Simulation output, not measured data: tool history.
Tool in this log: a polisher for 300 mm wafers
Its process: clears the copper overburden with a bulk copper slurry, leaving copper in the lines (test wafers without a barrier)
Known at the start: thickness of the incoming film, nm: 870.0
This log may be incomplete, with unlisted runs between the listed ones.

run  hour  flow of slurry (ml/min)  pressure of the wafer on the pad (kPa)  speed of the pad under the wafer (m/s)  abrasive content of the slurry  overpolish time after the end point (s)  time until the end point was called (s)  dishing of a wide line in a test structure (Å)
  1     0                      230                                    21.4                                     1.3                               1                                       22                                   56.124                                          1377.5
  2   5.9                      230                                    21.4                                     1.3                               1                                       31                                   54.984                                          1593.1
  3     8                      260                                    21.4                                     1.3                               1                                       31                                   54.491                                          1573.1
  4  14.5                      285                                    21.4                                    1.36                               1                                       26                                   51.924                                          1534.1
  5  15.5                      250                                    21.4                                    1.44                            1.05                                       22                                    50.07                                          1485.8
  6  23.4                      250                                    22.1                                    1.48                            0.95                                       19                                   49.501                                          1458.1
  7  31.7                      250                                    21.4                                    1.52                            1.05                                       16                                    48.02                                          1293.3
  8    34                      250                                    21.4                                    1.54                             1.1                                       14                                   47.396                                          1265.7
  9  39.4                      250                                    21.4                                    1.56                            1.15                                       12                                   46.503                                          1190.8
 10  41.5                      255                                    22.8                                     1.6                            1.35                                        7                                   42.579                                          876.92
 11  44.5                      255                                    22.8                                     1.6                             1.3                                        7                                   41.875                                          836.52
     52.8  -- slurry nozzle cleaned
 12  52.8                      250                                    22.8                                    1.62                            1.25                                        7                                   41.432                                          859.59
 13  55.6                      250                                    22.8                                    1.62                            1.25                                        7                                   41.263                                          895.36
 14  63.7                      250                                    22.8                                    1.62                             1.2                                        7                                   41.984                                          868.61
 15  66.4                      245                                    22.8                                    1.64                             1.2                                        8                                   41.393                                          976.32
 16  70.7                      245                                    22.8                                    1.64                             1.2                                        8                                   40.837                                          962.16

What will run 17 give?
 17  75.3                      245                                    22.8                                    1.64                             1.2                                        8                                        ?                                               ?

{"run 17": {"time until the end point was called (s)": 41.89, "dishing of a wide line in a test structure (Å)": 937.39}}
